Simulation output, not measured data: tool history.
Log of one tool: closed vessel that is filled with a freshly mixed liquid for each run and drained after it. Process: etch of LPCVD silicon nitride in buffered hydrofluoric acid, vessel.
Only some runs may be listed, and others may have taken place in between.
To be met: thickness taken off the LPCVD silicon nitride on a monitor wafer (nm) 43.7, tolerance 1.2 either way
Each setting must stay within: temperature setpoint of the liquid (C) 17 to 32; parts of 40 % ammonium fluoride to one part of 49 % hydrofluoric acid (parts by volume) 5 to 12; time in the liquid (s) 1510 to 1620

run  hour  temperature setpoint of the liquid (C)  parts of 40 % ammonium fluoride to one part of 49 % hydrofluoric acid (parts by volume)  time in the liquid (s)  thickness taken off the LPCVD silicon nitride on a monitor wafer (nm)
  1     0                                      24                                                                                        7                    1510                                                                 28.191
  2   5.9                                    25.5                                                                                        7                    1510                                                                 30.711
  3  10.2                                    25.5                                                                                        9                    1510                                                                 23.509
  4  16.5                                    25.5                                                                                        9                    1620                                                                 24.997
  5  24.3                                      27                                                                                      8.5                    1620                                                                 28.829
  6  31.9                                    29.5                                                                                      8.5                    1620                                                                 32.645
  7  38.8                                      30                                                                                        8                    1620                                                                 36.187
  8  43.2                                    30.5                                                                                        8                    1620                                                                 37.062
  9    46                                      31                                                                                        8                    1620                                                                  38.24

4 candidate next runs follow, results not yet known. Just one meets every target within its allowed miss. Identify it.
  A  48.8                                      32                                                                                        7                    1605                                                                      ?
  B  48.8                                      32                                                                                        7                    1620                                                                      ?
  C  48.8                                      32                                                                                        7                    1600                                                                      ?
  D  48.8                                    31.5                                                                                        7                    1580                                                                      ?

move  thickness taken off the LPCVD silicon nitride on a monitor wafer (nm)
   A                                                                  45.76
   B                                                                 46.188
   C                                                                 45.617
   D                                                                 43.887
A: carries the result that was furthest off beyond its target, to the other side
B: carries the result that was furthest off beyond its target, to the other side
C: carries the result that was furthest off beyond its target, to the other side
D: every result lands within tolerance
So the answer is move D, the one that meets all the targets.
